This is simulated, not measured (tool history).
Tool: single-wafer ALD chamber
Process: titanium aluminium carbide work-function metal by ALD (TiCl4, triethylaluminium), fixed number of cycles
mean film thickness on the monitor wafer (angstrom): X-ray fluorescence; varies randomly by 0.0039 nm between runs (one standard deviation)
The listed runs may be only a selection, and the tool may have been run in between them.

run,hour,heater temperature setpoint (deg C),triethylaluminium pulse time (s),mean film thickness on the monitor wafer (angstrom)
1,0,310,7.04,19.235
2,4.6,310,7.8,19.526
3,8.4,307,7.34,19.098
4,9.1,307,8.02,19.412
5,17.8,304,7.6,18.902
6,23.5,302,7.33,18.567
7,32.3,300,7.13,18.385

Run 8 has not been measured yet. What should we expect?
8,37.7,298,6.89,?

{"run 8": {"mean film thickness on the monitor wafer (angstrom)": 18.1}}

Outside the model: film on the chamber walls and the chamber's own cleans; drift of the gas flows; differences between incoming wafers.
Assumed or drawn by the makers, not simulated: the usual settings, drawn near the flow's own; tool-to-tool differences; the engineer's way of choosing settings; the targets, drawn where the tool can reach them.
